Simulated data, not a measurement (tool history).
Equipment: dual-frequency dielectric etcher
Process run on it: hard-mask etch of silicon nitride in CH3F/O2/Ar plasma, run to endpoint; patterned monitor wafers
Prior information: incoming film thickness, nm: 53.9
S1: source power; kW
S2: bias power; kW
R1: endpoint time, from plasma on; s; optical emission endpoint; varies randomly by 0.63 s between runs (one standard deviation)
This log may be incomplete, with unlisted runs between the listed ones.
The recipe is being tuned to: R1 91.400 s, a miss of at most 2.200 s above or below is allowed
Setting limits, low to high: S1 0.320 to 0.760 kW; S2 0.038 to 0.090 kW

run 1 hour=0.0 | S1=0.540 S2=0.064 | R1=66.734
run 2 hour=4.2 | S1=0.470 S2=0.055 | R1=75.100
run 3 hour=11.0 | S1=0.470 S2=0.064 | R1=70.214
run 4 hour=14.6 | S1=0.420 S2=0.057 | R1=78.558
run 5 hour=16.4 | S1=0.420 S2=0.064 | R1=74.349
run 6 hour=21.9 | S1=0.490 S2=0.064 | R1=69.444
run 7 hour=28.3 | S1=0.430 S2=0.058 | R1=75.988
run 8 hour=33.1 | S1=0.390 S2=0.053 | R1=83.337
run 9 hour=34.7 | S1=0.370 S2=0.052 | R1=85.824
run 10 hour=37.8 | S1=0.350 S2=0.051 | R1=88.879

Which single option among these 4 for the next run brings every result within its allowed miss of target? Just one does.
run A hour=40.9 | S1=0.320 S2=0.044 | R1=?
run B hour=40.9 | S1=0.330 S2=0.047 | R1=?
run C hour=40.9 | S1=0.370 S2=0.049 | R1=?
run D hour=40.9 | S1=0.320 S2=0.053 | R1=?

move=A R1=98.912
move=B R1=94.713
move=C R1=88.452
move=D R1=90.936
A: carries the result that was furthest off beyond its target, to the other side
B: carries the result that was furthest off beyond its target, to the other side
C: its largest miss is bigger than the last run's
D: all results land within tolerance of their targets
So the answer is move D, the one that meets all the targets.
